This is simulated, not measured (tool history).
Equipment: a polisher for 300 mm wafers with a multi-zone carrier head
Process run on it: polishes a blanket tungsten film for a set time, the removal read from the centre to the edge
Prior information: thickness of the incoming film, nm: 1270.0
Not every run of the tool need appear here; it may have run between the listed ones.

| run | hour | flow of slurry (ml/min) | pressure of the head's centre zone | pressure of the head's middle zone | pressure of the head's edge zone | abrasive content of the slurry | polishing time (s) | film removed at the wafer's centre (angstrom) | film removed at mid-radius (angstrom) | film removed at the wafer's edge (angstrom) |
|---|---|---|---|---|---|---|---|---|---|---|
| 1 | 0.0 | 225 | 1.00 | 1.00 | 1.00 | 1.00 | 55 | 1662.6 | 1673.8 | 1631.6 |
| 2 | 6.9 | 225 | 1.00 | 1.00 | 1.00 | 0.80 | 55 | 1556.4 | 1531.3 | 1512.5 |
| 3 | 10.0 | 270 | 1.00 | 1.00 | 1.00 | 0.80 | 55 | 1521.3 | 1563.0 | 1539.2 |
| 4 | 13.3 | 260 | 0.99 | 0.97 | 0.95 | 0.70 | 52 | 1400.4 | 1342.1 | 1336.0 |
| 5 | 19.6 | 260 | 0.95 | 0.95 | 0.91 | 0.65 | 51 | 1266.0 | 1254.9 | 1251.6 |
| 6 | 22.2 | 260 | 0.91 | 0.95 | 0.91 | 0.65 | 51 | 1213.2 | 1251.9 | 1252.3 |

For run 7, what comes out?
| 7 | 31.0 | 255 | 0.91 | 0.94 | 0.88 | 0.60 | 51 | ? | ? | ? |

film removed at the wafer's centre (angstrom): 1163.6
film removed at mid-radius (angstrom): 1222.0
film removed at the wafer's edge (angstrom): 1162.4

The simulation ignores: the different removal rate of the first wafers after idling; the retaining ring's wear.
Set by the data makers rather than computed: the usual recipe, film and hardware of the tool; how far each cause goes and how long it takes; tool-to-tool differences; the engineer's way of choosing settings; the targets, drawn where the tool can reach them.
